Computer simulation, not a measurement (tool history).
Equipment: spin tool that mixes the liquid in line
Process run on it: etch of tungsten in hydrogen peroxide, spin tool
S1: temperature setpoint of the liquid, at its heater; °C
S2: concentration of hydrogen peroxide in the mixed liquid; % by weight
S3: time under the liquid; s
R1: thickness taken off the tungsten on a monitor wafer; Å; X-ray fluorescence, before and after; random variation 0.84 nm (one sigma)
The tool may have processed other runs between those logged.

{"run": 1, "hour": 0.0, "S1": 49, "S2": 16.5, "S3": 50, "R1": 651.01}
{"run": 2, "hour": 8.7, "S1": 52, "S2": 16.5, "S3": 50, "R1": 779.22}
{"run": 3, "hour": 15.8, "S1": 52, "S2": 19.5, "S3": 50, "R1": 847.71}
{"run": 4, "hour": 22.3, "S1": 53.5, "S2": 19.5, "S3": 50, "R1": 930.71}
{"run": 5, "hour": 26.4, "S1": 54.5, "S2": 19.5, "S3": 50, "R1": 985.83}
{"run": 6, "hour": 32.4, "S1": 54.5, "S2": 17.5, "S3": 50, "R1": 920.54}
{"run": 7, "hour": 34.9, "S1": 54.5, "S2": 17.5, "S3": 50, "R1": 928.86}

The next listed run, before its measurement:
{"run": 8, "hour": 37.9, "S1": 55.5, "S2": 17.5, "S3": 50, "R1": "?"}

{"run 8": {"R1": 983.51}}
